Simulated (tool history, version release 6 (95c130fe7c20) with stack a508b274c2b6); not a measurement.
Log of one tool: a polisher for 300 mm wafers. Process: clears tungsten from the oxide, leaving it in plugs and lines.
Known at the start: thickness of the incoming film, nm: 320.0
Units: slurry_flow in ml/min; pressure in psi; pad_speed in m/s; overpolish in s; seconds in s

{"run": 1, "hour": 0.0, "slurry_flow": 290, "pressure": 3.8, "pad_speed": 1.36, "slurry_solids": 1, "overpolish": 8, "seconds": 61.658}
{"run": 2, "hour": 8.8, "slurry_flow": 290, "pressure": 3.2, "pad_speed": 1.36, "slurry_solids": 1, "overpolish": 8, "seconds": 72.861}
{"run": 3, "hour": 17.1, "slurry_flow": 290, "pressure": 3.5, "pad_speed": 1.36, "slurry_solids": 1, "overpolish": 8, "seconds": 67.633}
{"run": 4, "hour": 23.4, "slurry_flow": 290, "pressure": 3.7, "pad_speed": 1.36, "slurry_solids": 1, "overpolish": 8, "seconds": 63.684}
{"run": 5, "hour": 25.8, "slurry_flow": 290, "pressure": 3.7, "pad_speed": 1.36, "slurry_solids": 1, "overpolish": 6, "seconds": 63.201}
{"run": 6, "hour": 34.0, "slurry_flow": 290, "pressure": 3.8, "pad_speed": 1.36, "slurry_solids": 1, "overpolish": 6, "seconds": 62.085}
{"run": 7, "hour": 35.1, "slurry_flow": 290, "pressure": 3.9, "pad_speed": 1.36, "slurry_solids": 1, "overpolish": 6, "seconds": 60.92}
{"run": 8, "hour": 38.2, "slurry_flow": 290, "pressure": 4, "pad_speed": 1.36, "slurry_solids": 1, "overpolish": 6, "seconds": 60.036}

The next listed run, before its measurement:
{"run": 9, "hour": 44.8, "slurry_flow": 290, "pressure": 4.1, "pad_speed": 1.36, "slurry_solids": 1, "overpolish": 6, "seconds": "?"}

Run 9 gave seconds 57.359 s.
